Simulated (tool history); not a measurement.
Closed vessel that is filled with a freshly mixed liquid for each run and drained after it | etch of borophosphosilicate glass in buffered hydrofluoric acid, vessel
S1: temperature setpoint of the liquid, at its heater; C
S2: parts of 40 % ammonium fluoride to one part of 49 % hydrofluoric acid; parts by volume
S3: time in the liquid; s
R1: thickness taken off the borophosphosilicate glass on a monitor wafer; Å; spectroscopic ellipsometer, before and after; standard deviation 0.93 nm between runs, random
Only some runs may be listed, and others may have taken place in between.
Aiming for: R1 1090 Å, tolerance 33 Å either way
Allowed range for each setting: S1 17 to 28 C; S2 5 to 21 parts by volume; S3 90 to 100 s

run,hour,S1,S2,S3,R1
1,0,20,13,90,1218.3
2,3.5,19.5,13,90,1165.5
3,5.6,19,13,90,1155.3
4,7.5,19,11,90,1376
5,8.8,18.5,11.5,90,1260.3
6,15.6,18.5,9,90,1549.7
7,17.5,18,10,90,1422
8,26.1,18,10.5,90,1364.8
9,33.9,18,11,90,1271

Next run, 5 choices. One meets every target within its allowed miss, the rest don't. Which?
A,41.7,17,11.5,90,?
B,41.7,18,10,95,?
C,41.7,17,12.5,90,?
D,41.7,17,11,90,?
E,41.7,20,11.5,95,?

move,R1
A,1153.5
B,1477.8
C,1062.5
D,1205.1
E,1439.6
A: nearer the targets than the last run, but a result is still out of spec
B: further off than the last run
C: meets every target
D: nearer the targets than the last run, but a result is still out of spec
E: further off than the last run
Move C is the one to make.
